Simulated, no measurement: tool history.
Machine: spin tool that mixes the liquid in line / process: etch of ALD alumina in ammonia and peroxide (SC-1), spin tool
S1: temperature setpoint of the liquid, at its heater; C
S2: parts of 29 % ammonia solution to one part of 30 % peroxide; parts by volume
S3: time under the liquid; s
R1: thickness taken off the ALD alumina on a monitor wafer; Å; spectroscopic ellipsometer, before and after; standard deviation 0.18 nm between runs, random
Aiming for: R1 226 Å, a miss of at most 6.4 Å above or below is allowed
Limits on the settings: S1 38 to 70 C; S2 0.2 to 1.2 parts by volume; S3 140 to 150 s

Run 1, hour 0: S1 54 C, S2 0.8 parts by volume, S3 140 s. Result: R1 118.57 Å.
Run 2, hour 5.2: S1 54 C, S2 0.8 parts by volume, S3 140 s. Result: R1 119.31 Å.
Run 3, hour 12.1: S1 58 C, S2 0.8 parts by volume, S3 140 s. Result: R1 145.95 Å.
Run 4, hour 17.9: S1 58 C, S2 0.65 parts by volume, S3 140 s. Result: R1 143.51 Å.
Run 5, hour 20.9: S1 61 C, S2 0.65 parts by volume, S3 140 s. Result: R1 169.43 Å.
Run 6, hour 28.7: S1 58 C, S2 0.65 parts by volume, S3 140 s. Result: R1 143.99 Å.
Run 7, hour 34.5: S1 60.5 C, S2 0.65 parts by volume, S3 140 s. Result: R1 163.96 Å.
Run 8, hour 41.8: S1 62.5 C, S2 0.65 parts by volume, S3 140 s. Result: R1 183.34 Å.
Run 9, hour 43.2: S1 64 C, S2 0.65 parts by volume, S3 140 s. Result: R1 197.11 Å.
Run 10, hour 46.2: S1 65 C, S2 0.65 parts by volume, S3 140 s. Result: R1 206.47 Å.
Run 11, hour 48.1: S1 65.5 C, S2 0.65 parts by volume, S3 140 s. Result: R1 207.83 Å.
Run 12, hour 54.1: S1 67.5 C, S2 0.65 parts by volume, S3 140 s. Result: R1 233.22 Å.

Next run, 4 choices. One meets every target within its allowed miss, the rest don't. Which?
Run A, hour 60.1: S1 65.5 C, S2 0.85 parts by volume, S3 145 s. Result: R1 ?.
Run B, hour 60.1: S1 68.5 C, S2 0.7 parts by volume, S3 140 s. Result: R1 ?.
Run C, hour 60.1: S1 68.5 C, S2 0.6 parts by volume, S3 140 s. Result: R1 ?.
Run D, hour 60.1: S1 69 C, S2 0.6 parts by volume, S3 140 s. Result: R1 ?.

move      R1
   A  224.01
   B  245.96
   C  242.42
   D  248.36
A: all results in spec
B: its largest miss is bigger than the last run's
C: its largest miss is bigger than the last run's
D: its largest miss is bigger than the last run's
So the answer is move A, the one that meets all the targets.
